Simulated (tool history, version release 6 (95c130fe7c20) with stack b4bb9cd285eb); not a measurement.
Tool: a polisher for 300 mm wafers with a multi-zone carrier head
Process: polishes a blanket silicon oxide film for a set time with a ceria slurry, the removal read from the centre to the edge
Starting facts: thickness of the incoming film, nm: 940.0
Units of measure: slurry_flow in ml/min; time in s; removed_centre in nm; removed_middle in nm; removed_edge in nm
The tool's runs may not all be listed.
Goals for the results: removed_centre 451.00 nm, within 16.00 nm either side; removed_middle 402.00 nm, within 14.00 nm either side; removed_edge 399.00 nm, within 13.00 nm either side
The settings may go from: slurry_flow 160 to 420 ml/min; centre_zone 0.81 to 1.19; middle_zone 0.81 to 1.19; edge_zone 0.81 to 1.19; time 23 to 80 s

{"run": 1, "day": 0.0, "slurry_flow": 270, "centre_zone": 1.0, "middle_zone": 1.0, "edge_zone": 1.0, "time": 51, "removed_centre": 336.23, "removed_middle": 326.62, "removed_edge": 331.05}
{"run": 2, "day": 0.175, "slurry_flow": 270, "centre_zone": 1.0, "middle_zone": 1.0, "edge_zone": 1.0, "time": 39, "removed_centre": 256.73, "removed_middle": 252.85, "removed_edge": 256.46}
{"run": 3, "day": 0.383, "slurry_flow": 215, "centre_zone": 1.0, "middle_zone": 1.0, "edge_zone": 1.0, "time": 39, "removed_centre": 247.98, "removed_middle": 243.38, "removed_edge": 245.18}
{"run": 4, "day": 0.671, "slurry_flow": 235, "centre_zone": 1.02, "middle_zone": 1.01, "edge_zone": 1.02, "time": 41, "removed_centre": 271.15, "removed_middle": 261.61, "removed_edge": 265.93}
{"run": 5, "day": 0.883, "slurry_flow": 235, "centre_zone": 1.02, "middle_zone": 1.01, "edge_zone": 1.02, "time": 51, "removed_centre": 333.06, "removed_middle": 327.18, "removed_edge": 329.04}
{"run": 6, "day": 1.083, "slurry_flow": 250, "centre_zone": 1.04, "middle_zone": 1.02, "edge_zone": 1.03, "time": 51, "removed_centre": 344.16, "removed_middle": 329.24, "removed_edge": 330.94}
{"run": 7, "day": 1.296, "slurry_flow": 260, "centre_zone": 1.06, "middle_zone": 1.03, "edge_zone": 1.05, "time": 51, "removed_centre": 348.94, "removed_middle": 337.26, "removed_edge": 335.28}
{"run": 8, "day": 1.354, "slurry_flow": 270, "centre_zone": 1.08, "middle_zone": 1.03, "edge_zone": 1.06, "time": 52, "removed_centre": 365.12, "removed_middle": 346.67, "removed_edge": 341.78}
{"run": 9, "day": 1.462, "slurry_flow": 275, "centre_zone": 1.09, "middle_zone": 1.03, "edge_zone": 1.07, "time": 53, "removed_centre": 375.72, "removed_middle": 349.51, "removed_edge": 357.36}
{"run": 10, "day": 1.746, "slurry_flow": 285, "centre_zone": 1.1, "middle_zone": 1.04, "edge_zone": 1.07, "time": 53, "removed_centre": 385.96, "removed_middle": 352.94, "removed_edge": 362.7}
{"run": 11, "day": 1.8, "slurry_flow": 355, "centre_zone": 1.18, "middle_zone": 1.14, "edge_zone": 1.13, "time": 55, "removed_centre": 438.97, "removed_middle": 393.75, "removed_edge": 384.99}

Exactly one of the 5 candidate moves below puts every result within its allowed miss. Which one?
{"run": "A", "day": 1.854, "slurry_flow": 305, "centre_zone": 1.04, "middle_zone": 0.98, "edge_zone": 1.19, "time": 59, "removed_centre": "?", "removed_middle": "?", "removed_edge": "?"}
{"run": "B", "day": 1.854, "slurry_flow": 380, "centre_zone": 1.16, "middle_zone": 1.08, "edge_zone": 1.08, "time": 58, "removed_centre": "?", "removed_middle": "?", "removed_edge": "?"}
{"run": "C", "day": 1.854, "slurry_flow": 350, "centre_zone": 1.07, "middle_zone": 1.1, "edge_zone": 1.13, "time": 58, "removed_centre": "?", "removed_middle": "?", "removed_edge": "?"}
{"run": "D", "day": 1.854, "slurry_flow": 360, "centre_zone": 1.04, "middle_zone": 1.05, "edge_zone": 1.19, "time": 59, "removed_centre": "?", "removed_middle": "?", "removed_edge": "?"}
{"run": "E", "day": 1.854, "slurry_flow": 365, "centre_zone": 1.17, "middle_zone": 1.14, "edge_zone": 1.12, "time": 53, "removed_centre": "?", "removed_middle": "?", "removed_edge": "?"}

move=A removed_centre=411.62 removed_middle=386.23 removed_edge=422.34
move=B removed_centre=459.03 removed_middle=412.24 removed_edge=400.73
move=C removed_centre=422.00 removed_middle=414.54 removed_edge=407.77
move=D removed_centre=418.90 removed_middle=410.04 removed_edge=427.11
move=E removed_centre=421.49 removed_middle=389.11 removed_edge=371.81
A: moves the result that the last run missed by most past its target, out the other side
B: meets every target
C: gets the furthest-off result to its target, but another result is out of tolerance
D: moves the result that the last run missed by most past its target, out the other side
E: the biggest miss grows against the last run
The right move is B.
